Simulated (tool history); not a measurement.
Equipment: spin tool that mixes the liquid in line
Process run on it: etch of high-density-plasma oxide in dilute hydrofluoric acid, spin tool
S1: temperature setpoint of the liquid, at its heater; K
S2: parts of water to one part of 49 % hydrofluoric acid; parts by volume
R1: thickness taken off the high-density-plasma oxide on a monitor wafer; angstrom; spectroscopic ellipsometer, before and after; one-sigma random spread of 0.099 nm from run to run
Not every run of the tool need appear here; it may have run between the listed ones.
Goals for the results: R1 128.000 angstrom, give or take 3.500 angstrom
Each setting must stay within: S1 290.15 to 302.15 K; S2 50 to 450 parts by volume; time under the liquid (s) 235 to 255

{"run": 1, "hour": 0.0, "S1": 294.15, "S2": 250, "time under the liquid (s)": 235, "R1": 74.984}
{"run": 2, "hour": 0.7, "S1": 294.15, "S2": 250, "time under the liquid (s)": 235, "R1": 75.827}
{"run": 3, "hour": 2.4, "S1": 294.15, "S2": 320, "time under the liquid (s)": 235, "R1": 55.92}
{"run": 4, "hour": 9.5, "S1": 294.15, "S2": 230, "time under the liquid (s)": 235, "R1": 83.731}
{"run": 5, "hour": 15.9, "S1": 295.65, "S2": 225, "time under the liquid (s)": 235, "R1": 91.633}
{"run": 6, "hour": 22.4, "S1": 297.15, "S2": 225, "time under the liquid (s)": 235, "R1": 96.719}
{"run": 7, "hour": 24.1, "S1": 298.15, "S2": 220, "time under the liquid (s)": 235, "R1": 102.01}
{"run": 8, "hour": 30.7, "S1": 298.15, "S2": 220, "time under the liquid (s)": 235, "R1": 103.47}
{"run": 9, "hour": 37.5, "S1": 299.15, "S2": 215, "time under the liquid (s)": 235, "R1": 110.38}
{"run": 10, "hour": 46.4, "S1": 299.65, "S2": 215, "time under the liquid (s)": 235, "R1": 112.4}
{"run": 11, "hour": 50.9, "S1": 300.15, "S2": 215, "time under the liquid (s)": 235, "R1": 113.8}
{"hour": 53.5, "done": "hydrofluoric acid flow meter replaced"}
{"run": 12, "hour": 53.5, "S1": 300.65, "S2": 215, "time under the liquid (s)": 235, "R1": 105.86}
{"run": 13, "hour": 54.0, "S1": 300.65, "S2": 210, "time under the liquid (s)": 235, "R1": 110.61}

Which one of the following 4 next-run settings gets every result inside its allowed miss? There is exactly one.
{"run": "A", "hour": 54.5, "S1": 301.15, "S2": 200, "time under the liquid (s)": 255, "R1": "?"}
{"run": "B", "hour": 54.5, "S1": 302.15, "S2": 200, "time under the liquid (s)": 255, "R1": "?"}
{"run": "C", "hour": 54.5, "S1": 298.65, "S2": 185, "time under the liquid (s)": 235, "R1": "?"}
{"run": "D", "hour": 54.5, "S1": 300.65, "S2": 185, "time under the liquid (s)": 255, "R1": "?"}

move=A R1=129.330
move=B R1=133.960
move=C R1=119.810
move=D R1=139.800
A: all results in spec
B: carries the result that was furthest off beyond its target, to the other side
C: closes in on the targets versus the last run, not all within tolerance yet
D: carries the result that was furthest off beyond its target, to the other side
Go with A: it meets all targets.
